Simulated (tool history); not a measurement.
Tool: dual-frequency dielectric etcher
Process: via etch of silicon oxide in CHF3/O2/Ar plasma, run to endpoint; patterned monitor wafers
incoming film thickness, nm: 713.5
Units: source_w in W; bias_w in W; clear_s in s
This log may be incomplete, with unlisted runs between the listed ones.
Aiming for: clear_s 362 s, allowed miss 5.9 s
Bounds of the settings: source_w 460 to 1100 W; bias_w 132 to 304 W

{"run": 1, "hour": 0.0, "source_w": 780, "bias_w": 218, "clear_s": 279.78}
{"run": 2, "hour": 0.8, "source_w": 780, "bias_w": 249, "clear_s": 268.58}
{"run": 3, "hour": 4.0, "source_w": 700, "bias_w": 222, "clear_s": 286.02}
{"run": 4, "hour": 7.8, "source_w": 830, "bias_w": 222, "clear_s": 272.26}
{"run": 5, "hour": 13.9, "source_w": 830, "bias_w": 237, "clear_s": 268.28}
{"run": 6, "hour": 19.0, "source_w": 730, "bias_w": 210, "clear_s": 285.41}
{"run": 7, "hour": 24.5, "source_w": 660, "bias_w": 190, "clear_s": 303.29}
{"run": 8, "hour": 30.9, "source_w": 610, "bias_w": 175, "clear_s": 317.9}
{"run": 9, "hour": 32.0, "source_w": 570, "bias_w": 164, "clear_s": 328.17}
{"run": 10, "hour": 35.6, "source_w": 540, "bias_w": 156, "clear_s": 338.8}
{"run": 11, "hour": 42.6, "source_w": 520, "bias_w": 151, "clear_s": 344.66}
{"run": 12, "hour": 46.3, "source_w": 500, "bias_w": 147, "clear_s": 349.82}
{"run": 13, "hour": 49.7, "source_w": 490, "bias_w": 144, "clear_s": 352.72}

Exactly one of the 4 candidate moves below puts every result within its allowed miss. Which one?
{"run": "A", "hour": 53.1, "source_w": 460, "bias_w": 156, "clear_s": "?"}
{"run": "B", "hour": 53.1, "source_w": 540, "bias_w": 142, "clear_s": "?"}
{"run": "C", "hour": 53.1, "source_w": 500, "bias_w": 153, "clear_s": "?"}
{"run": "D", "hour": 53.1, "source_w": 500, "bias_w": 132, "clear_s": "?"}

move=A clear_s=350.18
move=B clear_s=345.64
move=C clear_s=345.17
move=D clear_s=359.13
A: further off than the last run
B: further off than the last run
C: further off than the last run
D: all results land within tolerance of their targets
So the answer is move D, the one that meets all the targets.
